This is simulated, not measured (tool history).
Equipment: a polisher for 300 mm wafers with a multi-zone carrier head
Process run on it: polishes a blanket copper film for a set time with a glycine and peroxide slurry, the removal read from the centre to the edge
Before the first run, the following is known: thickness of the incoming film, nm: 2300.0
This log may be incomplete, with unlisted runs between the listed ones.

run,hour,flow of slurry (ml/min),pressure of the head's centre zone,pressure of the head's middle zone,pressure of the head's edge zone,polishing time (s),film removed at the wafer's centre (Å),film removed at mid-radius (Å),film removed at the wafer's edge (Å)
1,0,160,1,1,1,51,2922.7,2951.8,2989
2,1.5,160,1,1,1.08,51,2921.2,2947,3047.5
3,7.9,160,1,1,1.01,51,2955.5,2916.7,3014.5
4,10.1,160,1,1,0.96,51,2966.9,2890.8,2885.7
5,13.4,145,1,1,0.96,51,2871.9,2876.7,2847.9
6,18.5,140,0.98,0.98,0.94,47,2575.4,2613.1,2593.9
7,26,135,0.96,0.96,0.92,44,2305.9,2338.5,2438.2
8,33.4,130,0.95,0.95,0.9,41,2106.3,2158.1,2154.6
9,39.9,130,0.94,0.94,0.89,39,2032.9,2014.4,2099.9
10,45.6,125,0.93,0.94,0.88,37,1861.9,1907.8,1950
11,48.6,125,0.92,0.94,0.87,35,1759,1767.6,1825.8
12,54.5,125,0.91,0.94,0.86,34,1700.9,1740.6,1763.6
13,59.9,125,0.9,0.93,0.86,33,1603,1685.2,1714.1
14,63.4,125,0.9,0.93,0.86,33,1616.1,1679.1,1705.8
15,70.4,125,0.89,0.92,0.85,32,1530,1654.2,1662.4
16,72.1,120,0.89,0.91,0.85,31,1473.3,1529.8,1578.1

Run 17, settings as shown, results not yet in. Your forecast:
17,74.6,120,0.88,0.9,0.84,31,?,?,?

film removed at the wafer's centre (Å): 1443.6
film removed at mid-radius (Å): 1541.8
film removed at the wafer's edge (Å): 1567.7
